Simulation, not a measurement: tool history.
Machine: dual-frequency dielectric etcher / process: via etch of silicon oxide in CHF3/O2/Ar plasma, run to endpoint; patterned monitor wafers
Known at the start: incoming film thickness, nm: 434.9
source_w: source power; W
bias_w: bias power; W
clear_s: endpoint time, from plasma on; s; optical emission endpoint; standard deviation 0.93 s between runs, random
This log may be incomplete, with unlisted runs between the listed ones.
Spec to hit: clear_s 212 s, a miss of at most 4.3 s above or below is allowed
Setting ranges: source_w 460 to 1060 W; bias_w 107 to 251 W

run	day	source_w	bias_w	clear_s
1	0	760	179	184.41
2	0.267	700	176	187.82
3	0.521	700	160	196.12
4	0.642	660	158	200.36
5	0.925	600	158	203.62
6	1.288	580	157	205.27
7	1.471	560	156	207.31
8	1.558	550	155	207.38

5 next moves are on the table. One of them brings every result within its allowed miss. Which?
A	1.646	660	149	?
B	1.646	560	145	?
C	1.646	600	163	?
D	1.646	540	179	?
E	1.646	510	184	?

move	clear_s
A	202.62
B	211.82
C	200.91
D	199.02
E	199.43
A: the biggest miss grows against the last run
B: all results land within tolerance of their targets
C: the biggest miss grows against the last run
D: the biggest miss grows against the last run
E: the biggest miss grows against the last run
Move B is the one to make.

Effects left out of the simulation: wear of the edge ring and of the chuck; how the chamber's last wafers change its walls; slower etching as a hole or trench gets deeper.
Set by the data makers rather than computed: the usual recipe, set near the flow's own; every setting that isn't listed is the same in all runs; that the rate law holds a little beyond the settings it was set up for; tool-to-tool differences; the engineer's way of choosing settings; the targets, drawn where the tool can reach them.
